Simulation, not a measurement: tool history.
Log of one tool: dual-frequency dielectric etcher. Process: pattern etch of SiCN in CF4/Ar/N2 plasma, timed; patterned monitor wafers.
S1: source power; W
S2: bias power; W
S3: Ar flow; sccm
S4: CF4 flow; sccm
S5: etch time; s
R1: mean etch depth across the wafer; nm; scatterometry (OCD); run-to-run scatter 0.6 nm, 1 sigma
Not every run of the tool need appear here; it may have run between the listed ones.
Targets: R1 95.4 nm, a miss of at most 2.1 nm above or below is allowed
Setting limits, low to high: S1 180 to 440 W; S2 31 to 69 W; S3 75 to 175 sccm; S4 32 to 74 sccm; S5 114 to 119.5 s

run	day	S1	S2	S3	S4	S5	R1
1	0	310	50	125	53	114	66.136
2	0.154	350	51	125	53	114	74.879
3	0.338	350	51	125	57	114	77.326
4	0.496	370	51	125	57	114	81.332
# day 0.683: wet clean of the chamber
5	0.683	370	51	139	57	114	76.858
6	1.008	370	51	139	57	114	77.086
7	1.296	370	51	139	57	114	76.542
8	1.454	390	52	138	57	114	81.498
9	1.633	410	53	137	57	114	86.678

Below are 4 possible settings for the next run. Only one of them brings all results inside the allowed miss of their targets. Which is it?
A	1.812	420	55	169	65	115	?
B	1.812	420	52	145	58	119.5	?
C	1.812	360	55	128	50	117.5	?
D	1.812	430	55	138	61	116	?

move	R1
A	89.403
B	90.681
C	76.01
D	93.445
A: an improvement on the last run, though not all results are within tolerance
B: an improvement on the last run, though not all results are within tolerance
C: further off than the last run
D: every result within its allowed miss
Correct choice: D, which meets every target
